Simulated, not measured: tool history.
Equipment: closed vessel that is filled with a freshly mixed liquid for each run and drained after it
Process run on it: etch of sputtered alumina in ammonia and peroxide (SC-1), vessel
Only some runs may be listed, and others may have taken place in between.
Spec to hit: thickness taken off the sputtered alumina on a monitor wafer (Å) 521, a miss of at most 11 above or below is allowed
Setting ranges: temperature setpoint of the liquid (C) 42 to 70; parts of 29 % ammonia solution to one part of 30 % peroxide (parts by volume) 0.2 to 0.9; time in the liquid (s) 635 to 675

run	hour	temperature setpoint of the liquid (C)	parts of 29 % ammonia solution to one part of 30 % peroxide (parts by volume)	time in the liquid (s)	thickness taken off the sputtered alumina on a monitor wafer (Å)
1	0	58	0.5	635	672.65
2	8.7	63	0.5	635	871.97
3	16	63	0.35	635	843.61
4	20.2	60	0.35	635	725.25
5	28.4	60	0.25	635	703.35
6	30	60	0.2	635	685.47
7	37	58	0.2	635	621.17
8	40.5	57	0.2	635	585.26

Exactly one of the 5 candidate moves below puts every result within its allowed miss. Which one?
A	44	54	0.2	665	?
B	44	59	0.2	675	?
C	44	57	0.2	675	?
D	44	54.5	0.35	650	?
E	44	59	0.2	660	?

move	thickness taken off the sputtered alumina on a monitor wafer (Å)
A	522.45
B	689.88
C	621.65
D	553.12
E	674.55
A: hits every target within its allowed miss
B: moves away from the targets compared with the last run
C: moves away from the targets compared with the last run
D: moves toward the targets from the last run without getting all of them in spec
E: moves away from the targets compared with the last run
Move A is the one to make.

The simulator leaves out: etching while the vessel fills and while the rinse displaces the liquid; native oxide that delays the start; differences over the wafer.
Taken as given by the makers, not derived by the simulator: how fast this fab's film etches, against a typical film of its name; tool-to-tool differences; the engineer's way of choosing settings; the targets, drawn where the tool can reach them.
